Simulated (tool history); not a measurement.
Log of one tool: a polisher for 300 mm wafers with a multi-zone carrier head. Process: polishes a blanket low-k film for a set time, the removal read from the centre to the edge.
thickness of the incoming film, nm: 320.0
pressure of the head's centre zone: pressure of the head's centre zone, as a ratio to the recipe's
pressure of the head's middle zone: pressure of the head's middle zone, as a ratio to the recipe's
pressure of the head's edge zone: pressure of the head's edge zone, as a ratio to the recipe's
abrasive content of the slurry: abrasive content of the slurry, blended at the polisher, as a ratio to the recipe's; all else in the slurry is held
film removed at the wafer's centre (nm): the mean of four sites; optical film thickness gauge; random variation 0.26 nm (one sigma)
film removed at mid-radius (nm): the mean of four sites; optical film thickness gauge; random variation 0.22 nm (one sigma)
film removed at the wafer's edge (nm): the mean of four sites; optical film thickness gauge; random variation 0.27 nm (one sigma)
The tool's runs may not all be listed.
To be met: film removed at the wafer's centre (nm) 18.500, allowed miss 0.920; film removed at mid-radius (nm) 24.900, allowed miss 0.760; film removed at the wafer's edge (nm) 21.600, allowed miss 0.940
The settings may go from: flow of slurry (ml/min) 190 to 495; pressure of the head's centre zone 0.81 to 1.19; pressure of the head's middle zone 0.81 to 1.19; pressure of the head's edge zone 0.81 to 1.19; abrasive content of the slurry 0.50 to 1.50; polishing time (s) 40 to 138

run,day,flow of slurry (ml/min),pressure of the head's centre zone,pressure of the head's middle zone,pressure of the head's edge zone,abrasive content of the slurry,polishing time (s),film removed at the wafer's centre (nm),film removed at mid-radius (nm),film removed at the wafer's edge (nm)
1,0.000,320,1.00,1.00,1.00,1.00,88,32.823,34.431,33.956
2,0.371,320,1.00,1.00,1.00,1.00,96,36.484,37.492,37.502
3,0.467,320,0.92,1.00,1.00,1.00,96,33.184,37.336,37.425
4,0.583,320,0.89,1.02,0.96,0.85,90,27.455,32.650,31.648
5,0.825,320,0.88,1.04,0.93,0.75,86,23.814,29.699,27.665
6,0.929,320,0.88,1.04,0.93,0.75,104,29.610,35.787,33.290
7,1.029,315,0.87,1.05,0.90,0.70,98,26.544,32.511,29.022
8,1.400,315,0.85,1.05,0.89,0.65,94,23.322,29.848,26.543
9,1.625,310,0.84,1.05,0.88,0.60,92,21.112,26.882,24.786
10,1.704,295,0.83,1.06,0.86,0.60,92,20.796,27.051,24.096
11,1.750,280,0.82,1.07,0.85,0.60,92,20.916,27.258,23.882

5 next moves are on the table. One of them brings every result within its allowed miss. Which?
A,1.796,205,0.93,0.85,0.87,0.90,78,?,?,?
B,1.796,360,0.85,1.17,0.81,0.50,89,?,?,?
C,1.796,240,0.91,0.87,0.92,0.75,81,?,?,?
D,1.796,315,0.81,1.06,0.91,0.65,100,?,?,?
E,1.796,210,0.81,1.06,0.82,0.70,78,?,?,?

move,film removed at the wafer's centre (nm),film removed at mid-radius (nm),film removed at the wafer's edge (nm)
A,24.588,24.181,25.920
B,17.808,24.955,19.506
C,22.693,23.221,24.971
D,23.145,31.343,28.195
E,18.399,24.998,21.611
A: brings the result that was furthest off to its target, and leaves another outside
B: brings the result that was furthest off to its target, and leaves another outside
C: takes the result that was furthest off past its target
D: further off than the last run
E: meets every target
The right move is E.
